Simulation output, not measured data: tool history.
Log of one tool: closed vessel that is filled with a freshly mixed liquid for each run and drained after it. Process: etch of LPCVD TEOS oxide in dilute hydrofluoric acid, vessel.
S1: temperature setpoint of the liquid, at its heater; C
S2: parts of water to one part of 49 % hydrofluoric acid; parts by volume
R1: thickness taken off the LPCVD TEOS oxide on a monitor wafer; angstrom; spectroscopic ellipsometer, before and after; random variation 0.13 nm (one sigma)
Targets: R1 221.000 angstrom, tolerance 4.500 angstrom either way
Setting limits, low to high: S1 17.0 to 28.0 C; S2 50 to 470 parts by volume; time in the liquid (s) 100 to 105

Run 1, hour 0.0: S1 20.0 C, S2 260 parts by volume, time in the liquid (s) 100. Result: R1 57.100 angstrom.
Run 2, hour 1.7: S1 20.0 C, S2 260 parts by volume, time in the liquid (s) 105. Result: R1 60.161 angstrom.
Run 3, hour 4.6: S1 23.0 C, S2 260 parts by volume, time in the liquid (s) 105. Result: R1 66.814 angstrom.
Run 4, hour 5.7: S1 21.5 C, S2 260 parts by volume, time in the liquid (s) 105. Result: R1 63.969 angstrom.
Run 5, hour 10.5: S1 23.0 C, S2 210 parts by volume, time in the liquid (s) 105. Result: R1 87.773 angstrom.
Run 6, hour 18.5: S1 24.0 C, S2 175 parts by volume, time in the liquid (s) 105. Result: R1 113.650 angstrom.
Run 7, hour 26.8: S1 24.0 C, S2 175 parts by volume, time in the liquid (s) 105. Result: R1 111.870 angstrom.
Run 8, hour 31.2: S1 25.0 C, S2 150 parts by volume, time in the liquid (s) 105. Result: R1 140.280 angstrom.
Run 9, hour 34.3: S1 25.5 C, S2 135 parts by volume, time in the liquid (s) 105. Result: R1 162.370 angstrom.
Run 10, hour 38.8: S1 26.0 C, S2 130 parts by volume, time in the liquid (s) 105. Result: R1 170.900 angstrom.
Run 11, hour 46.9: S1 26.5 C, S2 125 parts by volume, time in the liquid (s) 105. Result: R1 184.020 angstrom.
Run 12, hour 50.4: S1 27.0 C, S2 120 parts by volume, time in the liquid (s) 105. Result: R1 195.690 angstrom.
Run 13, hour 55.2: S1 27.5 C, S2 115 parts by volume, time in the liquid (s) 105. Result: R1 211.030 angstrom.
Run 14, hour 57.2: S1 27.5 C, S2 115 parts by volume, time in the liquid (s) 105. Result: R1 211.090 angstrom.
Run 15, hour 59.3: S1 28.0 C, S2 115 parts by volume, time in the liquid (s) 105. Result: R1 212.800 angstrom.

Below are 4 possible settings for the next run. Only one of them brings all results inside the allowed miss of their targets. Which is it?
Run A, hour 61.4: S1 26.0 C, S2 100 parts by volume, time in the liquid (s) 105. Result: R1 ?.
Run B, hour 61.4: S1 27.5 C, S2 110 parts by volume, time in the liquid (s) 100. Result: R1 ?.
Run C, hour 61.4: S1 28.0 C, S2 120 parts by volume, time in the liquid (s) 105. Result: R1 ?.
Run D, hour 61.4: S1 23.0 C, S2 90 parts by volume, time in the liquid (s) 100. Result: R1 ?.

move       R1
   A  233.460
   B  211.370
   C  204.630
   D  222.150
A: takes the biggest miss from the last run beyond its target
B: the biggest miss grows against the last run
C: the biggest miss grows against the last run
D: all results land within tolerance of their targets
Answer: D
